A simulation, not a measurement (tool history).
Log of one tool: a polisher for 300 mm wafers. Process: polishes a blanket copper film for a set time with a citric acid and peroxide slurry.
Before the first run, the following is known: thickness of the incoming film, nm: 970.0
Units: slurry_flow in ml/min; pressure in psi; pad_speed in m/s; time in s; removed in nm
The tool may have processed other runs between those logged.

run 1 hour=0.0 | slurry_flow=145 pressure=3.0 pad_speed=1.00 slurry_solids=1.00 time=58 | removed=111.780
run 2 hour=2.8 | slurry_flow=145 pressure=2.6 pad_speed=1.00 slurry_solids=1.00 time=58 | removed=97.013
run 3 hour=8.0 | slurry_flow=135 pressure=2.2 pad_speed=0.84 slurry_solids=0.95 time=58 | removed=68.329
run 4 hour=15.9 | slurry_flow=130 pressure=2.0 pad_speed=0.74 slurry_solids=0.95 time=58 | removed=55.040
run 5 hour=18.0 | slurry_flow=125 pressure=1.8 pad_speed=0.68 slurry_solids=0.95 time=58 | removed=45.898
run 6 hour=23.9 | slurry_flow=115 pressure=1.7 pad_speed=0.66 slurry_solids=0.95 time=58 | removed=41.027

Estimate the outcome of run 7 from the log above:
run 7 hour=27.3 | slurry_flow=105 pressure=1.6 pad_speed=0.66 slurry_solids=0.95 time=58 | removed=?

removed: 37.994 nm
